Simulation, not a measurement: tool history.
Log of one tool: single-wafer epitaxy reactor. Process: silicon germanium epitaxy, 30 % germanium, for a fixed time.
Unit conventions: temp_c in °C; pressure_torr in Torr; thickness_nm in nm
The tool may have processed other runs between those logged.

run 1 hour=0 | temp_c=575 pressure_torr=24.2 | thickness_nm=41.879
run 2 hour=1.4 | temp_c=575 pressure_torr=21.4 | thickness_nm=39.324
run 3 hour=5.6 | temp_c=581 pressure_torr=21.4 | thickness_nm=44.471
run 4 hour=8.9 | temp_c=576 pressure_torr=21.3 | thickness_nm=39.743
run 5 hour=15 | temp_c=576 pressure_torr=17 | thickness_nm=34.305
run 6 hour=19.6 | temp_c=585 pressure_torr=17 | thickness_nm=41.477
run 7 hour=27.1 | temp_c=581 pressure_torr=16.9 | thickness_nm=38.084
run 8 hour=30 | temp_c=578 pressure_torr=16.9 | thickness_nm=35.603
run 9 hour=30.7 | temp_c=576 pressure_torr=16.9 | thickness_nm=34.054
run 10 hour=35.8 | temp_c=574 pressure_torr=16.9 | thickness_nm=32.461

Run 11 is up next; what results do you expect?
run 11 hour=41.1 | temp_c=573 pressure_torr=16.9 | thickness_nm=?

{"run 11": {"thickness_nm": 31.947}}
